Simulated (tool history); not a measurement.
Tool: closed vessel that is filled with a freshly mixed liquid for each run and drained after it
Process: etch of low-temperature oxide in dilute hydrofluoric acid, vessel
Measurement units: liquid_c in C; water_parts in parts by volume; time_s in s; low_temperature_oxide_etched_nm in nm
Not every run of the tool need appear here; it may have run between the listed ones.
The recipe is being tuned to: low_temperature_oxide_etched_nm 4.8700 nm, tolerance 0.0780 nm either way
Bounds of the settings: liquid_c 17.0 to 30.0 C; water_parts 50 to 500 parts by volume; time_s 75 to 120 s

run	hour	liquid_c	water_parts	time_s	low_temperature_oxide_etched_nm
1	0.0	22.0	275	120	3.1262
2	6.5	23.5	275	120	3.2850
3	7.8	20.0	275	120	2.8834
4	15.4	21.5	270	120	3.1189
5	22.1	23.0	265	120	3.3758
6	28.5	24.0	260	120	3.5413
7	33.1	24.0	260	120	3.5305
8	41.0	25.0	255	120	3.7787
9	43.3	25.5	250	120	3.9593
10	51.0	26.0	250	120	4.0277
11	54.2	26.5	250	120	4.0967
12	57.7	27.0	250	120	4.1980
13	65.9	27.5	250	120	4.2094
14	66.7	28.0	250	120	4.3212
15	71.7	28.5	250	120	4.3909
16	77.1	29.5	245	120	4.6451

Which of these 5 next moves meets every target?
A	82.5	30.0	240	120	?
B	82.5	30.0	255	120	?
C	82.5	30.0	245	120	?
D	82.5	28.0	250	120	?
E	82.5	29.5	250	120	?

move	low_temperature_oxide_etched_nm
A	4.8546
B	4.4901
C	4.7278
D	4.3060
E	4.5301
A: every result lands within tolerance
B: lands further from the targets than the last run did
C: gains on the last run, yet a result remains outside its allowed miss
D: lands further from the targets than the last run did
E: lands further from the targets than the last run did
The move that meets every target is A.
